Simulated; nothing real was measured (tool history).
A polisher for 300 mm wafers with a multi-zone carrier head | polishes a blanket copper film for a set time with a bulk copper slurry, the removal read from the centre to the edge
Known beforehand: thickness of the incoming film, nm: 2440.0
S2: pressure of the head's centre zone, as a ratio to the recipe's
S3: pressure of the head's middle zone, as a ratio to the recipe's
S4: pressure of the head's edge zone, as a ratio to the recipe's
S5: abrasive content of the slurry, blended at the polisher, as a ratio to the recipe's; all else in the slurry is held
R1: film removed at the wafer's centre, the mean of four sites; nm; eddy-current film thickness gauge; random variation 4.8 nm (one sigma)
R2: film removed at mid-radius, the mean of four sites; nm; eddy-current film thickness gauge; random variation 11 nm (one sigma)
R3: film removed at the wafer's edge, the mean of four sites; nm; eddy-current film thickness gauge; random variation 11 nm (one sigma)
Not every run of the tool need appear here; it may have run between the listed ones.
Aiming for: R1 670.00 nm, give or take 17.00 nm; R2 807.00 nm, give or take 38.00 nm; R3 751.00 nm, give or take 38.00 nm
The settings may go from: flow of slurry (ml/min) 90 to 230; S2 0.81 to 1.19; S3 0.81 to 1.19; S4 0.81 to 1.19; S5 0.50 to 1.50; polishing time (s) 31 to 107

Run 1, hour 0.0: flow of slurry (ml/min) 150, S2 1.00, S3 1.00, S4 1.00, S5 1.00, polishing time (s) 69. Result: R1 830.48 nm, R2 821.69 nm, R3 800.70 nm.
Run 2, hour 5.8: flow of slurry (ml/min) 150, S2 1.05, S3 1.00, S4 1.00, S5 1.00, polishing time (s) 69. Result: R1 861.91 nm, R2 827.47 nm, R3 837.77 nm.
Run 3, hour 7.4: flow of slurry (ml/min) 150, S2 1.05, S3 1.07, S4 1.00, S5 1.00, polishing time (s) 69. Result: R1 876.15 nm, R2 891.06 nm, R3 840.43 nm.
Run 4, hour 10.0: flow of slurry (ml/min) 140, S2 1.01, S3 1.07, S4 1.02, S5 1.00, polishing time (s) 69. Result: R1 816.49 nm, R2 847.85 nm, R3 825.19 nm.
Run 5, hour 15.4: flow of slurry (ml/min) 130, S2 0.99, S3 1.09, S4 1.02, S5 1.00, polishing time (s) 69. Result: R1 794.90 nm, R2 854.54 nm, R3 801.89 nm.
Run 6, hour 19.0: flow of slurry (ml/min) 130, S2 1.07, S3 1.09, S4 1.02, S5 1.00, polishing time (s) 69. Result: R1 856.91 nm, R2 861.74 nm, R3 818.42 nm.
Run 7, hour 27.9: flow of slurry (ml/min) 95, S2 0.97, S3 1.11, S4 1.03, S5 0.90, polishing time (s) 69. Result: R1 711.64 nm, R2 807.18 nm, R3 773.82 nm.
Run 8, hour 34.7: flow of slurry (ml/min) 95, S2 0.96, S3 1.11, S4 1.03, S5 0.90, polishing time (s) 69. Result: R1 695.94 nm, R2 793.50 nm, R3 762.32 nm.
Run 9, hour 39.2: flow of slurry (ml/min) 95, S2 0.95, S3 1.12, S4 1.03, S5 0.90, polishing time (s) 69. Result: R1 698.69 nm, R2 812.44 nm, R3 753.11 nm.
Run 10, hour 44.7: flow of slurry (ml/min) 95, S2 0.94, S3 1.12, S4 1.04, S5 0.90, polishing time (s) 69. Result: R1 689.77 nm, R2 792.12 nm, R3 741.27 nm.

Which of these 5 next moves meets every target?
Run A, hour 50.2: flow of slurry (ml/min) 140, S2 1.00, S3 1.19, S4 0.99, S5 1.45, polishing time (s) 55. Result: R1 ?, R2 ?, R3 ?.
Run B, hour 50.2: flow of slurry (ml/min) 115, S2 1.02, S3 1.07, S4 1.01, S5 0.95, polishing time (s) 62. Result: R1 ?, R2 ?, R3 ?.
Run C, hour 50.2: flow of slurry (ml/min) 90, S2 0.98, S3 1.05, S4 1.04, S5 0.90, polishing time (s) 68. Result: R1 ?, R2 ?, R3 ?.
Run D, hour 50.2: flow of slurry (ml/min) 90, S2 0.97, S3 1.01, S4 1.03, S5 0.95, polishing time (s) 69. Result: R1 ?, R2 ?, R3 ?.
Run E, hour 50.2: flow of slurry (ml/min) 95, S2 0.90, S3 1.11, S4 0.97, S5 0.70, polishing time (s) 73. Result: R1 ?, R2 ?, R3 ?.

move      R1      R2      R3
   A  696.28  788.94  691.41
   B  702.38  719.79  703.62
   C  691.66  730.91  748.00
   D  702.43  726.66  764.05
   E  661.32  791.31  744.47
A: lands further from the targets than the last run did
B: lands further from the targets than the last run did
C: lands further from the targets than the last run did
D: lands further from the targets than the last run did
E: all results in spec
Move E is the one to make.
